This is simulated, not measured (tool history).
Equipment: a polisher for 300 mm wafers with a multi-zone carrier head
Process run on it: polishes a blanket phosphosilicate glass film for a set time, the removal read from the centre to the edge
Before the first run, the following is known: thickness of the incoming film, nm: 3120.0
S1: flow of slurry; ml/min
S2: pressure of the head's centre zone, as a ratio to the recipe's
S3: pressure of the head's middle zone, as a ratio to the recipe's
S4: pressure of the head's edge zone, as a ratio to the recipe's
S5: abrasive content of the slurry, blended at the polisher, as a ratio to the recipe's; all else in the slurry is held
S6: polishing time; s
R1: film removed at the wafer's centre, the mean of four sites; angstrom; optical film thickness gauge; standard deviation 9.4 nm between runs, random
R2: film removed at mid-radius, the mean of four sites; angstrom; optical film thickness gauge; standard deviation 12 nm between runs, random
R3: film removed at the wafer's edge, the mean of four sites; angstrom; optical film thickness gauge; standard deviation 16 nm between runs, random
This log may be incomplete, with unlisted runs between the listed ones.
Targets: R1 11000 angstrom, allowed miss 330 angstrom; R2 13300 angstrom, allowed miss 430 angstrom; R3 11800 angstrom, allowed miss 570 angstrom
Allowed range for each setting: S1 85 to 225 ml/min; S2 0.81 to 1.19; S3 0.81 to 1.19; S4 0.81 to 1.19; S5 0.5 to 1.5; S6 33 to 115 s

run,hour,S1,S2,S3,S4,S5,S6,R1,R2,R3
1,0,145,1,1,1,1,73,9953.5,10566,11123
2,3.3,145,1,1,1,1,55,7542.2,8129.7,8069.9
3,10.4,160,1.01,1.06,1.03,1.15,56,8321.4,9063.2,9134.4
4,16.4,160,0.94,1.06,1.03,1.15,56,7800.1,9163.4,9065.3
5,23.1,160,0.94,1.06,1.03,1.3,56,8102.1,9559.6,9697.9
6,26.3,175,0.94,1.06,1.03,1.3,56,8185.1,9680.8,9502.9
7,34.5,185,0.96,1.1,1.02,1.35,59,9125.2,10716,10330
8,37.2,185,0.96,1.1,1.02,1.35,59,9153.8,10892,10185
9,41.3,190,0.97,1.13,1.03,1.4,61,9714.4,11464,10571
10,43.8,205,0.96,1.18,1.02,1.5,68,11157,13814,12332
# hour 46.6: centre zone pressure recalibrated
11,46.6,205,0.97,1.18,1.01,1.5,68,11797,13576,12406

Which one of the following 5 next-run settings gets every result inside its allowed miss? There is exactly one.
A,49.4,210,1.01,1.17,0.97,1.5,60,?,?,?
B,49.4,190,0.82,1.01,1.13,1.5,69,?,?,?
C,49.4,150,0.91,0.96,1.07,1.5,77,?,?,?
D,49.4,115,0.81,1.07,0.98,1.5,79,?,?,?
E,49.4,195,0.93,1.17,1.01,1.5,66,?,?,?

move,R1,R2,R3
A,10849,12150,10926
B,10233,12145,13427
C,11895,12433,14134
D,10273,13116,13254
E,10970,13223,12155
A: meets the target for the result that was furthest off, but another lies outside its allowed miss
B: takes the biggest miss from the last run beyond its target
C: the biggest miss grows against the last run
D: takes the biggest miss from the last run beyond its target
E: hits every target within its allowed miss
The move that meets every target is E.

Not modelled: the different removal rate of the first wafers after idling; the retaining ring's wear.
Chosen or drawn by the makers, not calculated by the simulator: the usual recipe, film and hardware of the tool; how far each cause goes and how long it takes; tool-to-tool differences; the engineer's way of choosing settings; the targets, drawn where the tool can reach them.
